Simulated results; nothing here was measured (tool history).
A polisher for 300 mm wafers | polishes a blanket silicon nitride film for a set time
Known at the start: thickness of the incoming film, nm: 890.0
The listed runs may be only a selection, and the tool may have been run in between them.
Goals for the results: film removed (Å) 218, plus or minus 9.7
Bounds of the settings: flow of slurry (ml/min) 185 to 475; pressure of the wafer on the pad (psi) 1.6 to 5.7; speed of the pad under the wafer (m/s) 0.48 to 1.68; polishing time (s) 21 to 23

run  hour  flow of slurry (ml/min)  pressure of the wafer on the pad (psi)  speed of the pad under the wafer (m/s)  polishing time (s)  film removed (Å)
  1     0                      305                                     3.6                                    1.08                  23            427.93
  2   3.1                      305                                     3.1                                    1.04                  23            366.43
  3   5.2                      305                                     2.7                                    0.98                  23            306.41
  4   9.6                      305                                     2.4                                    0.96                  23            281.17
  5  17.8                      305                                     2.4                                    1.22                  23            333.67
  6  24.9                      305                                     2.2                                    1.14                  23            295.63
  7  30.1                      305                                       2                                     1.1                  23            270.53
  8  34.6                      305                                     1.9                                    1.06                  23            251.34
  9  41.3                      305                                     1.8                                    1.04                  23            240.83

Which single option among these 5 for the next run brings every result within its allowed miss of target? Just one does.
  A    48                      325                                     1.6                                    1.06                  22                 ?
  B    48                      320                                     1.8                                    1.12                  23                 ?
  C    48                      335                                     1.6                                    1.34                  21                 ?
  D    48                      235                                     1.9                                     1.3                  21                 ?
  E    48                      320                                     2.2                                       1                  21                 ?

move  film removed (Å)
   A            212.71
   B            251.81
   C            245.58
   D             260.2
   E            242.91
A: in spec on every target
B: moves away from the targets compared with the last run
C: moves away from the targets compared with the last run
D: moves away from the targets compared with the last run
E: moves away from the targets compared with the last run
The move that meets every target is A.

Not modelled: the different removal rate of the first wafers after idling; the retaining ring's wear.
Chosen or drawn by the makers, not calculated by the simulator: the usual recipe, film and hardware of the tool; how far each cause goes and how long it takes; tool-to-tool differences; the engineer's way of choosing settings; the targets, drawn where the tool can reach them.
